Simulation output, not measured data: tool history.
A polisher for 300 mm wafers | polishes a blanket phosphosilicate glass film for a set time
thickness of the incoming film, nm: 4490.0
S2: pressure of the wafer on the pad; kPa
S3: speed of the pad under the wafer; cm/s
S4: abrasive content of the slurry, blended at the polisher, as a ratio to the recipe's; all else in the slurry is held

{"run": 1, "hour": 0.0, "flow of slurry (ml/min)": 190, "S2": 19.3, "S3": 118, "S4": 1, "polishing time (s)": 42, "film removed (nm)": 372.8}
{"run": 2, "hour": 8.1, "flow of slurry (ml/min)": 190, "S2": 19.3, "S3": 118, "S4": 1, "polishing time (s)": 37, "film removed (nm)": 328.06}
{"run": 3, "hour": 12.1, "flow of slurry (ml/min)": 190, "S2": 20, "S3": 118, "S4": 1, "polishing time (s)": 37, "film removed (nm)": 339.84}
{"run": 4, "hour": 20.8, "flow of slurry (ml/min)": 190, "S2": 17.9, "S3": 118, "S4": 1, "polishing time (s)": 37, "film removed (nm)": 305.29}
{"run": 5, "hour": 24.2, "flow of slurry (ml/min)": 190, "S2": 18.6, "S3": 118, "S4": 1, "polishing time (s)": 37, "film removed (nm)": 316.55}
{"run": 6, "hour": 32.0, "flow of slurry (ml/min)": 215, "S2": 18.6, "S3": 118, "S4": 1, "polishing time (s)": 37, "film removed (nm)": 318.57}
{"run": 7, "hour": 33.7, "flow of slurry (ml/min)": 215, "S2": 19.3, "S3": 118, "S4": 1, "polishing time (s)": 37, "film removed (nm)": 334.57}

The next listed run, before its measurement:
{"run": 8, "hour": 38.3, "flow of slurry (ml/min)": 215, "S2": 20, "S3": 118, "S4": 1, "polishing time (s)": 37, "film removed (nm)": "?"}

Run 8 gave film removed (nm) 345.71.
